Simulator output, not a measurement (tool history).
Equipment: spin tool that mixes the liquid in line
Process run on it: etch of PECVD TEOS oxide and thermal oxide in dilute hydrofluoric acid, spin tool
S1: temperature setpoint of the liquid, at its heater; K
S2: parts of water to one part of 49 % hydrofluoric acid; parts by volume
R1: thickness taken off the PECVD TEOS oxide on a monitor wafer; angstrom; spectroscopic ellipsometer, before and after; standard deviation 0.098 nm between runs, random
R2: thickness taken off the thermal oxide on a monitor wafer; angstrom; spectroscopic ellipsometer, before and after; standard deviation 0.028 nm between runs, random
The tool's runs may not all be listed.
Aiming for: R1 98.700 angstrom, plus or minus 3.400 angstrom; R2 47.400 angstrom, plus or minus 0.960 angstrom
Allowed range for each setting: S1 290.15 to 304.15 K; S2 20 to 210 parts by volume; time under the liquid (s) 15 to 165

Run 1, day 0.000: S1 296.15 K, S2 115 parts by volume, time under the liquid (s) 85. Result: R1 80.427 angstrom, R2 38.459 angstrom.
Run 2, day 0.188: S1 299.65 K, S2 115 parts by volume, time under the liquid (s) 85. Result: R1 92.476 angstrom, R2 43.971 angstrom.
Run 3, day 0.558: S1 297.15 K, S2 115 parts by volume, time under the liquid (s) 85. Result: R1 83.268 angstrom, R2 40.030 angstrom.
Run 4, day 0.875: S1 294.65 K, S2 115 parts by volume, time under the liquid (s) 85. Result: R1 75.024 angstrom, R2 36.246 angstrom.
Run 5, day 1.038: S1 295.65 K, S2 115 parts by volume, time under the liquid (s) 85. Result: R1 78.500 angstrom, R2 37.280 angstrom.
Run 6, day 1.396: S1 297.65 K, S2 115 parts by volume, time under the liquid (s) 85. Result: R1 84.297 angstrom, R2 40.488 angstrom.
Run 7, day 1.692: S1 298.15 K, S2 115 parts by volume, time under the liquid (s) 85. Result: R1 87.290 angstrom, R2 41.529 angstrom.
Run 8, day 1.758: S1 298.65 K, S2 115 parts by volume, time under the liquid (s) 85. Result: R1 88.020 angstrom, R2 42.389 angstrom.
Run 9, day 2.112: S1 298.65 K, S2 115 parts by volume, time under the liquid (s) 85. Result: R1 89.129 angstrom, R2 42.829 angstrom.
Run 10, day 2.425: S1 299.15 K, S2 115 parts by volume, time under the liquid (s) 85. Result: R1 88.637 angstrom, R2 43.328 angstrom.
Run 11, day 2.579: S1 299.65 K, S2 115 parts by volume, time under the liquid (s) 85. Result: R1 93.064 angstrom, R2 44.159 angstrom.
Run 12, day 2.954: S1 300.65 K, S2 115 parts by volume, time under the liquid (s) 85. Result: R1 95.749 angstrom, R2 45.755 angstrom.

Consider the 4 candidate settings below. Which is the only one whose results all fall within their allowed miss of target?
Run A, day 3.329: S1 300.15 K, S2 75 parts by volume, time under the liquid (s) 55. Result: R1 ?, R2 ?.
Run B, day 3.329: S1 294.65 K, S2 100 parts by volume, time under the liquid (s) 90. Result: R1 ?, R2 ?.
Run C, day 3.329: S1 290.15 K, S2 80 parts by volume, time under the liquid (s) 85. Result: R1 ?, R2 ?.
Run D, day 3.329: S1 296.15 K, S2 135 parts by volume, time under the liquid (s) 120. Result: R1 ?, R2 ?.

move      R1      R2
   A  97.056  47.391
   B  92.671  45.249
   C  92.765  45.295
   D  93.327  45.570
A: every result lands within tolerance
B: further off than the last run
C: further off than the last run
D: further off than the last run
Correct choice: A, which meets every target

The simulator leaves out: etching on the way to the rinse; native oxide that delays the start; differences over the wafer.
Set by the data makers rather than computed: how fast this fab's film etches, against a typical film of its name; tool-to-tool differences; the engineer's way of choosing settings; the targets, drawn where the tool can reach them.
